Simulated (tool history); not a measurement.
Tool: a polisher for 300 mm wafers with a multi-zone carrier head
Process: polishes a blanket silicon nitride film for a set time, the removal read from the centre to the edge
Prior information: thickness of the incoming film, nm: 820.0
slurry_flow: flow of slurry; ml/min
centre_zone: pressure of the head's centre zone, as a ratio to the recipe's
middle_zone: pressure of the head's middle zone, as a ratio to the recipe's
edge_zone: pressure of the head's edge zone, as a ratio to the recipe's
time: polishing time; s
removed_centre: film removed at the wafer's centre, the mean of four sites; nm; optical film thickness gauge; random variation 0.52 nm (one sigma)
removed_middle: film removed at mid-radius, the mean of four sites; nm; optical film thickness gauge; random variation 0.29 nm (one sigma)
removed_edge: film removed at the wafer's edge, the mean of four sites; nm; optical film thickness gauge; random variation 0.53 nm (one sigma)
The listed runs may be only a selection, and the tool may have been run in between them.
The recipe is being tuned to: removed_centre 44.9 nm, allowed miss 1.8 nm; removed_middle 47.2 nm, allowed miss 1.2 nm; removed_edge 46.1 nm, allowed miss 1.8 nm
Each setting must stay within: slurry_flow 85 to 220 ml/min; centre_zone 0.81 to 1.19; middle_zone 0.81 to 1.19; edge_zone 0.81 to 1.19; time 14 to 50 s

run    day  slurry_flow  centre_zone  middle_zone  edge_zone  time  removed_centre  removed_middle  removed_edge
  1      0          140            1            1          1    32          55.501          54.602        55.333
  2  0.367          135         0.99            1       0.99    32           54.94          53.979        56.136
  3  0.721          135         0.99            1       0.98    31          53.286          52.376        53.013
  4  0.954          135         1.04            1       0.98    31          54.859          51.532        52.659
  5  1.212          135         0.97            1       0.98    31          51.536          52.556        53.365
  6  1.288          135         0.97            1       1.06    31          52.182          52.342        55.977
  7  1.667          130         0.97            1       1.04    31          49.822          51.663         54.44
  8    1.9          125         0.97            1       1.03    31          51.774          50.893        52.723
  9  1.967          120         0.96            1       1.03    31          49.773          50.779        53.714
 10  2.008          120         0.96            1       1.02    31          49.907          50.396        53.287
 11  2.171          115         0.96            1       1.01    31          48.115           50.38        52.411

5 next moves are on the table. One of them brings every result within its allowed miss. Which?
  A  2.333          125         0.99         0.93       1.02    30               ?               ?             ?
  B  2.333          105         0.95         1.01       1.02    30               ?               ?             ?
  C  2.333           95         0.94         1.11       1.11    27               ?               ?             ?
  D  2.333           85         0.81         0.96       1.04    38               ?               ?             ?
  E  2.333          110            1         1.06       1.01    28               ?               ?             ?

move  removed_centre  removed_middle  removed_edge
   A           51.37          47.761        52.291
   B          46.691          48.231        50.564
   C          40.101           44.96        46.412
   D          46.329          54.958        61.702
   E          46.626          47.195        47.378
A: roughly where the last run was
B: nearer than the last run, and not there yet
C: brings the result that was furthest off to its target, and leaves another outside
D: moves away from the targets compared with the last run
E: every result lands within tolerance
So the answer is move E, the one that meets all the targets.

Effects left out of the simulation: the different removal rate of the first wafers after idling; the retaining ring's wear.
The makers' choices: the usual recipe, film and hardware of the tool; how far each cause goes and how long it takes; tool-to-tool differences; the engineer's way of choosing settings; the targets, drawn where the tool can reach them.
